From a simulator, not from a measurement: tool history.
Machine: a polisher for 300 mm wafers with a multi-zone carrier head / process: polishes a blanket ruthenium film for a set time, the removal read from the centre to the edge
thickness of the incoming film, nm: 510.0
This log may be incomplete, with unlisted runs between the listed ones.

| run | hour | flow of slurry (ml/min) | pressure of the head's centre zone | pressure of the head's middle zone | pressure of the head's edge zone | polishing time (s) | film removed at the wafer's centre (nm) | film removed at mid-radius (nm) | film removed at the wafer's edge (nm) |
|---|---|---|---|---|---|---|---|---|---|
| 1 | 0.0 | 185 | 1.00 | 1.00 | 1.00 | 81 | 112.21 | 115.41 | 114.07 |
| 2 | 2.2 | 185 | 1.00 | 1.00 | 1.04 | 81 | 114.69 | 115.66 | 114.78 |
| 3 | 7.6 | 160 | 1.00 | 1.00 | 1.04 | 81 | 109.02 | 111.53 | 114.35 |
| 4 | 14.7 | 200 | 1.00 | 1.00 | 1.04 | 81 | 115.63 | 115.41 | 115.10 |
| 5 | 22.3 | 200 | 1.00 | 1.00 | 0.97 | 81 | 116.13 | 119.97 | 114.14 |
| 6 | 26.5 | 200 | 1.09 | 1.00 | 0.97 | 81 | 124.54 | 114.24 | 114.43 |

Run 7, settings as shown, results not yet in. Your forecast:
| 7 | 35.4 | 200 | 1.08 | 1.01 | 0.96 | 78 | ? | ? | ? |

{"run 7": {"film removed at the wafer's centre (nm)": 118.76, "film removed at mid-radius (nm)": 115.89, "film removed at the wafer's edge (nm)": 108.36}}
